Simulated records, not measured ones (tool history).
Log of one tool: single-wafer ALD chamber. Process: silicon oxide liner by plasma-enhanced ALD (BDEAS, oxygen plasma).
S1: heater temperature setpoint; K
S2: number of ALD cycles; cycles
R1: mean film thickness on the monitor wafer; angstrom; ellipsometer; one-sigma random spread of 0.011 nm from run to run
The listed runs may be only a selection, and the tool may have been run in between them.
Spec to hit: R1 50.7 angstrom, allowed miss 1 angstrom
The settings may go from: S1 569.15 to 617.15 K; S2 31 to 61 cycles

run	hour	S1	S2	R1
1	0	593.15	46	40.678
2	7.1	593.15	43	37.961
3	14.4	593.15	46	40.688
4	22	593.15	52	46.163
5	30.1	593.15	47	41.673
6	31.2	597.15	47	41.4
7	33	597.15	50	44.145
8	41.3	597.15	52	45.773
9	42.8	596.15	54	47.668
10	46.3	596.15	55	48.62
11	48.7	596.15	56	49.401

4 candidate next runs follow, results not yet known. Just one meets every target within its allowed miss. Identify it.
A	51.1	615.15	61	?
B	51.1	597.15	60	?
C	51.1	595.15	57	?
D	51.1	600.15	61	?

move	R1
A	52.574
B	53.022
C	50.51
D	53.684
A: the result that was furthest off in the last run now lies on the other side of its target
B: the result that was furthest off in the last run now lies on the other side of its target
C: all results land within tolerance of their targets
D: the result that was furthest off in the last run now lies on the other side of its target
The move that meets every target is C.
